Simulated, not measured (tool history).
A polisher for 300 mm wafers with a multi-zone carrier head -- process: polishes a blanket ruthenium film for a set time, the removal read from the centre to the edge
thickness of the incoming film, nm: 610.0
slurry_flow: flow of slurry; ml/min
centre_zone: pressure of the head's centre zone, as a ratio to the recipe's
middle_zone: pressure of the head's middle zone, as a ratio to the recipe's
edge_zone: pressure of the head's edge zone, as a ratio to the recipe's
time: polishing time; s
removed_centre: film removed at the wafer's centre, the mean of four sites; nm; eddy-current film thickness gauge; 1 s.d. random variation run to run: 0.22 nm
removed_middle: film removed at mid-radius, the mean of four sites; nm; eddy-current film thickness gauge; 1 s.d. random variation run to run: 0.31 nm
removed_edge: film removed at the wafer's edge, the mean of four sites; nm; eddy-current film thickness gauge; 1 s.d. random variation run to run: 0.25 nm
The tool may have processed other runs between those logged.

Run 1, hour 0: slurry_flow 125 ml/min, centre_zone 1, middle_zone 1, edge_zone 1, time 33 s. Result: removed_centre 50.956 nm, removed_middle 49.679 nm, removed_edge 47.837 nm.
Run 2, hour 8.2: slurry_flow 110 ml/min, centre_zone 0.95, middle_zone 0.95, edge_zone 0.99, time 28 s. Result: removed_centre 38.43 nm, removed_middle 37.838 nm, removed_edge 39.886 nm.
Run 3, hour 10.3: slurry_flow 110 ml/min, centre_zone 0.95, middle_zone 0.91, edge_zone 0.99, time 28 s. Result: removed_centre 39.032 nm, removed_middle 37.024 nm, removed_edge 40.465 nm.
Run 4, hour 18.4: slurry_flow 140 ml/min, centre_zone 0.95, middle_zone 0.91, edge_zone 0.99, time 28 s. Result: removed_centre 40.535 nm, removed_middle 38.228 nm, removed_edge 41.232 nm.
Run 5, hour 20.3: slurry_flow 140 ml/min, centre_zone 0.95, middle_zone 0.91, edge_zone 1.04, time 28 s. Result: removed_centre 41.259 nm, removed_middle 39.498 nm, removed_edge 41.804 nm.
Run 6, hour 28.4: slurry_flow 140 ml/min, centre_zone 0.95, middle_zone 0.91, edge_zone 1.04, time 20 s. Result: removed_centre 29.155 nm, removed_middle 26.469 nm, removed_edge 30.211 nm.
Run 7, hour 36.1: slurry_flow 130 ml/min, centre_zone 0.91, middle_zone 0.92, edge_zone 1.04, time 19 s. Result: removed_centre 26.216 nm, removed_middle 25.55 nm, removed_edge 28.554 nm.
At hour 42.7: edge zone pressure recalibrated.
Run 8, hour 42.7: slurry_flow 125 ml/min, centre_zone 0.88, middle_zone 0.91, edge_zone 1.04, time 18 s. Result: removed_centre 23.927 nm, removed_middle 24.104 nm, removed_edge 28.114 nm.

Run 9 has not been measured yet. What should we expect?
Run 9, hour 44.5: slurry_flow 120 ml/min, centre_zone 0.87, middle_zone 0.92, edge_zone 1.03, time 17 s. Result: removed_centre ?, removed_middle ?, removed_edge ?.

{"run 9": {"removed_centre": 22.4, "removed_middle": 23.17, "removed_edge": 25.965}}
